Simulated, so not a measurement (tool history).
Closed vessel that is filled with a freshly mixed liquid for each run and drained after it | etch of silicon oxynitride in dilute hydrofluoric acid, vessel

run	day	temperature setpoint of the liquid (°C)	parts of water to one part of 49 % hydrofluoric acid (parts by volume)	time in the liquid (s)	thickness taken off the silicon oxynitride on a monitor wafer (angstrom)
1	0.000	21.0	80	300	106.130
2	0.354	21.0	100	300	83.946
3	0.417	21.0	100	300	83.913
4	0.475	20.5	100	300	82.312
5	0.800	20.5	100	325	88.891
6	1.029	19.5	100	325	85.320
7	1.079	19.0	100	325	82.311

Run 8 has not been measured yet. What should we expect?
8	1.354	18.5	100	325	?

Run 8 came out at thickness taken off the silicon oxynitride on a monitor wafer (angstrom) 80.596.
